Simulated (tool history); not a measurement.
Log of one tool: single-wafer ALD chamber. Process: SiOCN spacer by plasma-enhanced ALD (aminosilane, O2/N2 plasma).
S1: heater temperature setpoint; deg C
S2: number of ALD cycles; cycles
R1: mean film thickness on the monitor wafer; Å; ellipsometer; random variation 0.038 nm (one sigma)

{"run": 1, "hour": 0.0, "S1": 405, "S2": 97, "R1": 60.527}
{"run": 2, "hour": 6.1, "S1": 405, "S2": 106, "R1": 66.56}
{"run": 3, "hour": 14.4, "S1": 403, "S2": 107, "R1": 66.217}
{"run": 4, "hour": 23.5, "S1": 414, "S2": 107, "R1": 64.656}
{"run": 5, "hour": 31.0, "S1": 423, "S2": 107, "R1": 63.895}
{"run": 6, "hour": 35.8, "S1": 421, "S2": 109, "R1": 64.618}
{"run": 7, "hour": 39.5, "S1": 418, "S2": 110, "R1": 66.244}
{"run": 8, "hour": 45.6, "S1": 416, "S2": 111, "R1": 67.4}
{"run": 9, "hour": 47.1, "S1": 414, "S2": 112, "R1": 68.007}
{"run": 10, "hour": 50.0, "S1": 412, "S2": 113, "R1": 69.292}

Run 11 comes next. What will it give?
{"run": 11, "hour": 54.0, "S1": 411, "S2": 113, "R1": "?"}

R1: 69.037 Å
